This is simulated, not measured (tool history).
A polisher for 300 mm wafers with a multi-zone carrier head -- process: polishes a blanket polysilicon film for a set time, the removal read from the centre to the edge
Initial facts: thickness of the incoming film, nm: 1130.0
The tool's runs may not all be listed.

run	day	flow of slurry (ml/min)	pressure of the head's centre zone	pressure of the head's middle zone	pressure of the head's edge zone	polishing time (s)	film removed at the wafer's centre (angstrom)	film removed at mid-radius (angstrom)	film removed at the wafer's edge (angstrom)
1	0	205	1	1	1	72	3362.2	3344.8	3446.6
2	0.304	200	1.01	1.04	0.95	72	3399.8	3450.1	3355.7
3	0.483	200	1.01	1.04	0.95	88	4150.4	4324.3	4044.1
4	0.625	240	1.01	1.04	0.95	88	4282.1	4286.4	4117.5
5	0.762	240	1.01	1.1	0.95	88	4318.9	4588.4	4118
6	1.079	240	1.01	1.1	0.95	100	4940.8	5385.2	4695.2
7	1.279	235	1.01	1.11	0.91	90	4402.4	4811.5	4133.3
8	1.546	230	1.01	1.1	0.88	83	4016.4	4305.4	3717.4
9	1.796	185	1	1.09	0.81	72	3311.3	3555	3026.5

Expected results for the next run?
10	2.15	195	1	1.09	0.82	72	?	?	?

film removed at the wafer's centre (angstrom): 3345.6
film removed at mid-radius (angstrom): 3593.9
film removed at the wafer's edge (angstrom): 3075.7

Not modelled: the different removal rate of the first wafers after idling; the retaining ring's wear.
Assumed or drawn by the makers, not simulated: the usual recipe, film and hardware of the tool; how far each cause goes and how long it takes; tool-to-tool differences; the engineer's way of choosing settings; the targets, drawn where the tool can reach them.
